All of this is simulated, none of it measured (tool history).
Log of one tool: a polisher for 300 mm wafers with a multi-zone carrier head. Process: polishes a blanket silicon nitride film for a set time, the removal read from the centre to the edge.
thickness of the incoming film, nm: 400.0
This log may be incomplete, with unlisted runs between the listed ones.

run  hour  flow of slurry (ml/min)  pressure of the head's centre zone  pressure of the head's middle zone  pressure of the head's edge zone  polishing time (s)  film removed at the wafer's centre (Å)  film removed at mid-radius (Å)  film removed at the wafer's edge (Å)
  1   0.0                      225                                1.00                                1.00                              1.00                  49                                  1076.5                          1104.8                                1076.6
  2   3.5                      235                                1.03                                1.01                              1.04                  52                                  1185.3                          1208.5                                1165.3
  3  12.0                      240                                1.05                                1.00                              1.07                  55                                  1282.3                          1260.0                                1246.3
  4  17.2                      240                                1.06                                1.00                              1.09                  58                                  1348.8                          1314.3                                1330.5
  5  18.4                      240                                1.06                                1.00                              1.09                  52                                  1226.2                          1190.0                                1190.4
  6  19.2                      240                                1.07                                1.00                              1.11                  55                                  1313.0                          1245.3                                1260.8

Run 7, settings as shown, results not yet in. Your forecast:
  7  23.1                      245                                1.08                                1.00                              1.12                  58                                       ?                               ?                                     ?

{"run 7": {"film removed at the wafer's centre (Å)": 1396.5, "film removed at mid-radius (Å)": 1327.0, "film removed at the wafer's edge (Å)": 1349.4}}
